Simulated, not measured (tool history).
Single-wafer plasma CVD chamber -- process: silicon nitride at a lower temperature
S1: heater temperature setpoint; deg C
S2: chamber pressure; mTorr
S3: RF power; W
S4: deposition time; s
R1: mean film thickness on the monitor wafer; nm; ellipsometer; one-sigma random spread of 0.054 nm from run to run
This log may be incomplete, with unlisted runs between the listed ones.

run 1 hour=0 | S1=375 S2=1540 S3=390 S4=10.9 | R1=15.164
run 2 hour=4.4 | S1=379 S2=1540 S3=390 S4=10.9 | R1=15.097
run 3 hour=12 | S1=379 S2=1310 S3=390 S4=10.9 | R1=14.627
run 4 hour=15.6 | S1=379 S2=1310 S3=390 S4=10.9 | R1=14.69
-- hour=21.9 capacitance manometer re-zeroed and calibrated
run 5 hour=21.9 | S1=379 S2=1440 S3=400 S4=10.9 | R1=15.122
run 6 hour=28.4 | S1=379 S2=1440 S3=400 S4=10.3 | R1=14.367
run 7 hour=34.8 | S1=379 S2=1560 S3=410 S4=10.3 | R1=14.739
run 8 hour=38.9 | S1=379 S2=1660 S3=420 S4=10.3 | R1=15.109

Expected results for the next run?
run 9 hour=43.7 | S1=379 S2=1740 S3=430 S4=10.3 | R1=?

Run 9 yielded R1 15.402 nm.

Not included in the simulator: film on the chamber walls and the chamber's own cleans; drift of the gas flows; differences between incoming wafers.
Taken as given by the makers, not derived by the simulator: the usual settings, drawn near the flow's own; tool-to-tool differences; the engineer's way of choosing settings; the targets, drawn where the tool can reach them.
